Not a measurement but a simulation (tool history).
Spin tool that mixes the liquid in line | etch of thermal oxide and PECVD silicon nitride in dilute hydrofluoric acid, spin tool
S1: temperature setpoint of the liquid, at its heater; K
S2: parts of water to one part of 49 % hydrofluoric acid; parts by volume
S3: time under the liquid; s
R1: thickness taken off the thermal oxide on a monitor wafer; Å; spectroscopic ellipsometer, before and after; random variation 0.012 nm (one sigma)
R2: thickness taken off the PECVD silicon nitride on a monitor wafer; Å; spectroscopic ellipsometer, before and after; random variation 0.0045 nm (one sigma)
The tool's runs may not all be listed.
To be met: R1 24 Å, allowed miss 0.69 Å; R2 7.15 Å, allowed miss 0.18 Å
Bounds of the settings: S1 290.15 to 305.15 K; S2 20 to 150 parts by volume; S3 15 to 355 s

{"run": 1, "hour": 0.0, "S1": 297.15, "S2": 85, "S3": 180, "R1": 89.95, "R2": 31.346}
{"run": 2, "hour": 8.2, "S1": 300.15, "S2": 85, "S3": 180, "R1": 101.82, "R2": 38.404}
{"run": 3, "hour": 14.6, "S1": 300.15, "S2": 85, "S3": 105, "R1": 58.941, "R2": 22.357}
{"run": 4, "hour": 16.3, "S1": 297.15, "S2": 95, "S3": 105, "R1": 46.267, "R2": 16.404}
{"run": 5, "hour": 20.7, "S1": 297.15, "S2": 95, "S3": 175, "R1": 77.627, "R2": 27.272}
{"run": 6, "hour": 21.7, "S1": 295.15, "S2": 110, "S3": 165, "R1": 56.646, "R2": 19.607}
{"run": 7, "hour": 27.8, "S1": 293.65, "S2": 120, "S3": 150, "R1": 44.21, "R2": 14.79}
{"run": 8, "hour": 28.5, "S1": 292.65, "S2": 125, "S3": 140, "R1": 37.829, "R2": 12.407}
{"run": 9, "hour": 30.2, "S1": 292.15, "S2": 130, "S3": 130, "R1": 33.178, "R2": 10.667}
{"run": 10, "hour": 34.1, "S1": 291.65, "S2": 135, "S3": 125, "R1": 29.694, "R2": 9.6026}
{"run": 11, "hour": 39.0, "S1": 290.15, "S2": 145, "S3": 105, "R1": 21.408, "R2": 6.7865}
{"run": 12, "hour": 46.5, "S1": 290.15, "S2": 140, "S3": 100, "R1": 21.394, "R2": 6.701}
{"hour": 49.1, "done": "hydrofluoric acid flow meter replaced"}
{"run": 13, "hour": 49.1, "S1": 290.15, "S2": 135, "S3": 100, "R1": 25.395, "R2": 7.7415}

Which of these 4 next moves meets every target?
{"run": "A", "hour": 51.7, "S1": 293.65, "S2": 150, "S3": 85, "R1": "?", "R2": "?"}
{"run": "B", "hour": 51.7, "S1": 290.15, "S2": 115, "S3": 80, "R1": "?", "R2": "?"}
{"run": "C", "hour": 51.7, "S1": 290.65, "S2": 145, "S3": 95, "R1": "?", "R2": "?"}
{"run": "D", "hour": 51.7, "S1": 293.15, "S2": 145, "S3": 85, "R1": "?", "R2": "?"}

move=A R1=22.041 R2=7.5272
move=B R1=24.329 R2=7.2284
move=C R1=22.7 R2=7.1016
move=D R1=22.47 R2=7.5249
A: nearer than the last run, and not there yet
B: meets every target
C: brings the result that was furthest off to its target, and leaves another outside
D: nearer than the last run, and not there yet
Answer: B
